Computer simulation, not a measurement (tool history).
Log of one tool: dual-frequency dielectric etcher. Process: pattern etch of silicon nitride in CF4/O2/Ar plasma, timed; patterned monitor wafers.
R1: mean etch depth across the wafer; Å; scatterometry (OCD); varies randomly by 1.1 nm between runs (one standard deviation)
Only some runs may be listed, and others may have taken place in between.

Run 1, hour 0: source power (W) 720, bias power (W) 54, Ar flow (sccm) 125, CF4 flow (sccm) 137, etch time (s) 75.5. Result: R1 2031.2 Å.
Run 2, hour 2.1: source power (W) 720, bias power (W) 54, Ar flow (sccm) 125, CF4 flow (sccm) 127, etch time (s) 75.5. Result: R1 1999 Å.
Run 3, hour 7.9: source power (W) 720, bias power (W) 61, Ar flow (sccm) 125, CF4 flow (sccm) 127, etch time (s) 75.5. Result: R1 2085.4 Å.
Run 4, hour 11.7: source power (W) 720, bias power (W) 61, Ar flow (sccm) 125, CF4 flow (sccm) 116, etch time (s) 75.5. Result: R1 2053.4 Å.
Run 5, hour 17.7: source power (W) 770, bias power (W) 61, Ar flow (sccm) 125, CF4 flow (sccm) 116, etch time (s) 75.5. Result: R1 2173.8 Å.
Run 6, hour 24.3: source power (W) 810, bias power (W) 61, Ar flow (sccm) 125, CF4 flow (sccm) 116, etch time (s) 75.5. Result: R1 2273.8 Å.

Run 7 comes next. What will it give?
Run 7, hour 29.2: source power (W) 840, bias power (W) 61, Ar flow (sccm) 125, CF4 flow (sccm) 116, etch time (s) 75.5. Result: R1 ?.

R1: 2362.2 Å
